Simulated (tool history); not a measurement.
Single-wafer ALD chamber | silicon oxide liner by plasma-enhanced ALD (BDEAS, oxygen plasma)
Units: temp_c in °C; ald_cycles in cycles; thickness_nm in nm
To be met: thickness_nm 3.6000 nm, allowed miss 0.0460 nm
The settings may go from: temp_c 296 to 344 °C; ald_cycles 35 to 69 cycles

| run | day | temp_c | ald_cycles | thickness_nm |
|---|---|---|---|---|
| 1 | 0.000 | 320 | 52 | 4.3529 |
| 2 | 0.046 | 320 | 57 | 4.7393 |
| 3 | 0.083 | 322 | 54 | 4.5143 |
| 4 | 0.396 | 332 | 54 | 4.4398 |
| 5 | 0.650 | 323 | 54 | 4.4880 |
| 6 | 0.788 | 314 | 54 | 4.5574 |
| 7 | 0.933 | 316 | 51 | 4.2864 |
| 8 | 1.021 | 317 | 49 | 4.1028 |
| 9 | 1.300 | 328 | 42 | 3.4626 |
| 10 | 1.500 | 326 | 42 | 3.4788 |
| 11 | 1.650 | 324 | 42 | 3.4945 |
| 12 | 1.904 | 323 | 42 | 3.4951 |
| 13 | 2.221 | 322 | 42 | 3.5044 |

Which of these 5 next moves meets every target?
| A | 2.538 | 323 | 42 | ? |
| B | 2.538 | 320 | 43 | ? |
| C | 2.538 | 328 | 42 | ? |
| D | 2.538 | 321 | 41 | ? |
| E | 2.538 | 338 | 43 | ? |

| move | thickness_nm |
|---|---|
| A | 3.5036 |
| B | 3.6007 |
| C | 3.4814 |
| D | 3.4289 |
| E | 3.5187 |
A: as far off as the last run
B: meets every target
C: further off than the last run
D: further off than the last run
E: nearer than the last run, and not there yet
Move B is the one to make.
